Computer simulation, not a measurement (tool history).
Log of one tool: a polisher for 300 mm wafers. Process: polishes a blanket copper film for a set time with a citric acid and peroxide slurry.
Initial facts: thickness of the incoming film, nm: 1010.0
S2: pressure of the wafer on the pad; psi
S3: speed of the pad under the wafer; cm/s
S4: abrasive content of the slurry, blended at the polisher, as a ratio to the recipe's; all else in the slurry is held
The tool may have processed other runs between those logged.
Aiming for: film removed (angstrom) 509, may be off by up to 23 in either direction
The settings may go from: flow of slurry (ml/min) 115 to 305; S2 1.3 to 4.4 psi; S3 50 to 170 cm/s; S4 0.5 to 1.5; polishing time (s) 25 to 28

run 1 hour=0 | flow_of_slurry_(ml/min)=195 S2=2.8 S3=110 S4=1 polishing_time_(s)=28 | film_removed_(angstrom)=721.33
run 2 hour=3 | flow_of_slurry_(ml/min)=240 S2=2.8 S3=110 S4=1 polishing_time_(s)=28 | film_removed_(angstrom)=765.2
run 3 hour=8.4 | flow_of_slurry_(ml/min)=230 S2=2.6 S3=110 S4=1 polishing_time_(s)=28 | film_removed_(angstrom)=687.5
run 4 hour=15.6 | flow_of_slurry_(ml/min)=205 S2=2.6 S3=110 S4=1 polishing_time_(s)=28 | film_removed_(angstrom)=682.55
run 5 hour=20.9 | flow_of_slurry_(ml/min)=205 S2=2.6 S3=110 S4=1.2 polishing_time_(s)=28 | film_removed_(angstrom)=698.88
run 6 hour=21.7 | flow_of_slurry_(ml/min)=200 S2=2.4 S3=110 S4=1.2 polishing_time_(s)=28 | film_removed_(angstrom)=636.57
run 7 hour=23.7 | flow_of_slurry_(ml/min)=195 S2=2.3 S3=110 S4=1.2 polishing_time_(s)=28 | film_removed_(angstrom)=625.7
run 8 hour=24.5 | flow_of_slurry_(ml/min)=195 S2=2.2 S3=110 S4=1.2 polishing_time_(s)=28 | film_removed_(angstrom)=591.82
run 9 hour=27.2 | flow_of_slurry_(ml/min)=190 S2=2.1 S3=110 S4=1.2 polishing_time_(s)=28 | film_removed_(angstrom)=567.41
run 10 hour=29.2 | flow_of_slurry_(ml/min)=185 S2=2 S3=110 S4=1.2 polishing_time_(s)=28 | film_removed_(angstrom)=533.43

Of the 4 settings listed for the next run, only one would bring every result within its allowed miss of target. Which one?
run A hour=31.2 | flow_of_slurry_(ml/min)=155 S2=2.2 S3=110 S4=1.15 polishing_time_(s)=28 | film_removed_(angstrom)=?
run B hour=31.2 | flow_of_slurry_(ml/min)=150 S2=2.3 S3=96 S4=1.15 polishing_time_(s)=28 | film_removed_(angstrom)=?
run C hour=31.2 | flow_of_slurry_(ml/min)=230 S2=2.6 S3=100 S4=1.25 polishing_time_(s)=25 | film_removed_(angstrom)=?
run D hour=31.2 | flow_of_slurry_(ml/min)=145 S2=2.5 S3=106 S4=1.3 polishing_time_(s)=25 | film_removed_(angstrom)=?

move=A film_removed_(angstrom)=564.05
move=B film_removed_(angstrom)=513.43
move=C film_removed_(angstrom)=578.19
move=D film_removed_(angstrom)=553.11
A: moves away from the targets compared with the last run
B: every result within its allowed miss
C: moves away from the targets compared with the last run
D: moves away from the targets compared with the last run
The move that meets every target is B.

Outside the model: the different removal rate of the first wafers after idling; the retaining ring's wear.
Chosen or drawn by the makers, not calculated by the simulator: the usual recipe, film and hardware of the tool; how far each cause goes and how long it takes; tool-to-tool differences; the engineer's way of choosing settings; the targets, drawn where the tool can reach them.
